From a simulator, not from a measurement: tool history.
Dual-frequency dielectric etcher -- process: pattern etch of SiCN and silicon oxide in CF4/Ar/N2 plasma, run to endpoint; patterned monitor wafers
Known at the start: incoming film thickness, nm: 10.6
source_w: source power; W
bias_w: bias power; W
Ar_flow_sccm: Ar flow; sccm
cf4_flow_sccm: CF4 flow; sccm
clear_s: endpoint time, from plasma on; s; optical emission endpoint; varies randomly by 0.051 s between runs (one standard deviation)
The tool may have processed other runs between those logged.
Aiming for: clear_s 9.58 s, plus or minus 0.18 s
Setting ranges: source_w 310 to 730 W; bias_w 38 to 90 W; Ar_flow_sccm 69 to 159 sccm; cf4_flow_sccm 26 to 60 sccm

run,hour,source_w,bias_w,Ar_flow_sccm,cf4_flow_sccm,clear_s
1,0,520,64,114,43,12.723
2,9,440,64,114,43,15.429
3,13.3,440,64,114,39,15.717
4,19.5,440,64,114,35,15.935
5,24.1,440,64,114,40,15.555
6,26.9,490,64,114,40,13.859
7,27.5,530,64,114,40,12.515
8,35.5,560,64,114,40,11.793
9,37.9,580,64,114,40,11.357
10,45.5,600,64,114,40,10.988
11,47.9,620,64,114,40,10.57
12,51.4,630,64,114,40,10.428
13,53.3,640,64,114,40,10.311
14,55,650,64,114,40,10.139
15,62,660,64,114,40,9.8091

Consider the 5 candidate settings below. Which is the only one whose results all fall within their allowed miss of target?
A,69,710,61,111,42,?
B,69,710,67,127,40,?
C,69,700,62,108,42,?
D,69,660,62,120,40,?
E,69,670,65,118,46,?

move,clear_s
A,9.161
B,9.2141
C,9.2184
D,10.056
E,9.5505
A: moves the result that the last run missed by most past its target, out the other side
B: moves the result that the last run missed by most past its target, out the other side
C: moves the result that the last run missed by most past its target, out the other side
D: the biggest miss grows against the last run
E: all results in spec
The move that meets every target is E.
